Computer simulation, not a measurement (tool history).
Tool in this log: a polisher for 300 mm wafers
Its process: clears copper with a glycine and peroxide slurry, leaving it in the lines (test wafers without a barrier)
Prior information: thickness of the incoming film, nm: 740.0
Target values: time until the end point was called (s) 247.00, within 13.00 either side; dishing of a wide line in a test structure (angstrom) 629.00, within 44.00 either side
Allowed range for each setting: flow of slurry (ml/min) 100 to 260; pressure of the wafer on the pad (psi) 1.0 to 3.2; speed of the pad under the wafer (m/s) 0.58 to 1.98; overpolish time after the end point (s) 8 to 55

run,hour,flow of slurry (ml/min),pressure of the wafer on the pad (psi),speed of the pad under the wafer (m/s),overpolish time after the end point (s),time until the end point was called (s),dishing of a wide line in a test structure (angstrom)
1,0.0,165,2.1,1.28,28,150.52,706.10
2,5.5,165,1.8,1.24,30,163.96,700.82
3,11.0,160,1.6,1.14,31,186.52,661.78
4,14.4,130,1.6,1.14,31,200.72,636.99
5,22.5,125,1.5,1.12,33,208.57,666.65
6,23.9,120,1.4,1.10,33,217.45,651.10
7,29.7,120,1.3,1.08,33,230.32,608.28
8,33.9,115,1.3,1.08,34,239.96,613.34
9,40.6,115,1.3,1.08,35,227.70,635.79

Next run, 5 choices. One meets every target within its allowed miss, the rest don't. Which?
A,47.3,115,1.4,1.12,33,?,?
B,47.3,155,1.1,0.98,29,?,?
C,47.3,110,1.3,1.04,38,?,?
D,47.3,105,1.9,0.86,43,?,?
E,47.3,115,1.2,1.42,30,?,?

move,time until the end point was called (s),dishing of a wide line in a test structure (angstrom)
A,222.21,633.61
B,253.69,534.27
C,245.56,654.13
D,239.59,731.68
E,198.67,626.98
A: lands further from the targets than the last run did
B: brings the last run's worst result on target, with another outside its allowed miss
C: all results in spec
D: brings the last run's worst result on target, with another outside its allowed miss
E: lands further from the targets than the last run did
Go with C: it meets all targets.
